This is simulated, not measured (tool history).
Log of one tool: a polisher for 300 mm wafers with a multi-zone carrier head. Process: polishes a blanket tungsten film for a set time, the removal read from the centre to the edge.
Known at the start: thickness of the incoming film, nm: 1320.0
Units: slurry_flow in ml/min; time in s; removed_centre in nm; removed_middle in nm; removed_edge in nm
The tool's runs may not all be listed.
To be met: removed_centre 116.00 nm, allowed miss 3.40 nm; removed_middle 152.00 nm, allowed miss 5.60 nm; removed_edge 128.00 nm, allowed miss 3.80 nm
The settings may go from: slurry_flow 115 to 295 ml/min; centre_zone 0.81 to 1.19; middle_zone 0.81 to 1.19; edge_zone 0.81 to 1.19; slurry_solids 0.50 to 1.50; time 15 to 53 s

Run 1, hour 0.0: slurry_flow 190 ml/min, centre_zone 1.00, middle_zone 1.00, edge_zone 1.00, slurry_solids 1.00, time 34 s. Result: removed_centre 190.13 nm, removed_middle 188.08 nm, removed_edge 194.00 nm.
Run 2, hour 3.6: slurry_flow 185 ml/min, centre_zone 0.98, middle_zone 1.02, edge_zone 0.98, slurry_solids 0.95, time 33 s. Result: removed_centre 177.61 nm, removed_middle 182.03 nm, removed_edge 178.41 nm.
Run 3, hour 5.3: slurry_flow 185 ml/min, centre_zone 0.95, middle_zone 1.02, edge_zone 0.98, slurry_solids 0.95, time 33 s. Result: removed_centre 172.39 nm, removed_middle 180.79 nm, removed_edge 181.69 nm.
Run 4, hour 8.7: slurry_flow 185 ml/min, centre_zone 0.90, middle_zone 1.02, edge_zone 0.98, slurry_solids 0.95, time 33 s. Result: removed_centre 162.75 nm, removed_middle 182.22 nm, removed_edge 180.20 nm.
Run 5, hour 12.1: slurry_flow 185 ml/min, centre_zone 0.90, middle_zone 1.02, edge_zone 0.98, slurry_solids 0.95, time 39 s. Result: removed_centre 191.01 nm, removed_middle 216.45 nm, removed_edge 215.03 nm.
Run 6, hour 16.7: slurry_flow 185 ml/min, centre_zone 0.90, middle_zone 1.02, edge_zone 1.05, slurry_solids 0.95, time 39 s. Result: removed_centre 192.12 nm, removed_middle 211.85 nm, removed_edge 221.67 nm.
Run 7, hour 21.5: slurry_flow 180 ml/min, centre_zone 0.89, middle_zone 1.03, edge_zone 1.03, slurry_solids 0.90, time 38 s. Result: removed_centre 182.45 nm, removed_middle 204.87 nm, removed_edge 211.09 nm.
Run 8, hour 24.9: slurry_flow 180 ml/min, centre_zone 0.88, middle_zone 1.04, edge_zone 1.01, slurry_solids 0.85, time 37 s. Result: removed_centre 171.81 nm, removed_middle 201.04 nm, removed_edge 200.18 nm.
Run 9, hour 26.9: slurry_flow 180 ml/min, centre_zone 0.88, middle_zone 1.04, edge_zone 0.99, slurry_solids 0.80, time 36 s. Result: removed_centre 166.15 nm, removed_middle 188.44 nm, removed_edge 188.05 nm.
Run 10, hour 30.6: slurry_flow 180 ml/min, centre_zone 0.88, middle_zone 1.04, edge_zone 0.99, slurry_solids 0.80, time 36 s. Result: removed_centre 166.16 nm, removed_middle 193.37 nm, removed_edge 187.81 nm.
Run 11, hour 32.7: slurry_flow 180 ml/min, centre_zone 0.88, middle_zone 1.04, edge_zone 0.99, slurry_solids 0.80, time 36 s. Result: removed_centre 164.76 nm, removed_middle 193.61 nm, removed_edge 189.75 nm.
Run 12, hour 33.4: slurry_flow 160 ml/min, centre_zone 0.84, middle_zone 1.13, edge_zone 0.89, slurry_solids 0.55, time 27 s. Result: removed_centre 106.93 nm, removed_middle 140.66 nm, removed_edge 124.18 nm.

4 next moves are on the table. One of them brings every result within its allowed miss. Which?
Run A, hour 34.1: slurry_flow 140 ml/min, centre_zone 0.82, middle_zone 1.09, edge_zone 0.89, slurry_solids 0.55, time 31 s. Result: removed_centre ?, removed_middle ?, removed_edge ?.
Run B, hour 34.1: slurry_flow 175 ml/min, centre_zone 0.84, middle_zone 1.12, edge_zone 0.81, slurry_solids 0.55, time 29 s. Result: removed_centre ?, removed_middle ?, removed_edge ?.
Run C, hour 34.1: slurry_flow 205 ml/min, centre_zone 0.93, middle_zone 1.19, edge_zone 0.81, slurry_solids 0.50, time 27 s. Result: removed_centre ?, removed_middle ?, removed_edge ?.
Run D, hour 34.1: slurry_flow 190 ml/min, centre_zone 0.92, middle_zone 1.04, edge_zone 0.93, slurry_solids 0.65, time 25 s. Result: removed_centre ?, removed_middle ?, removed_edge ?.

move  removed_centre  removed_middle  removed_edge
   A          116.87          150.61        137.76
   B          118.15          151.14        127.76
   C          123.15          149.17        118.79
   D          117.53          128.52        122.91
A: brings the result that was furthest off to its target, and leaves another outside
B: meets every target
C: takes the result that was furthest off past its target
D: brings the result that was furthest off to its target, and leaves another outside
The right move is B.

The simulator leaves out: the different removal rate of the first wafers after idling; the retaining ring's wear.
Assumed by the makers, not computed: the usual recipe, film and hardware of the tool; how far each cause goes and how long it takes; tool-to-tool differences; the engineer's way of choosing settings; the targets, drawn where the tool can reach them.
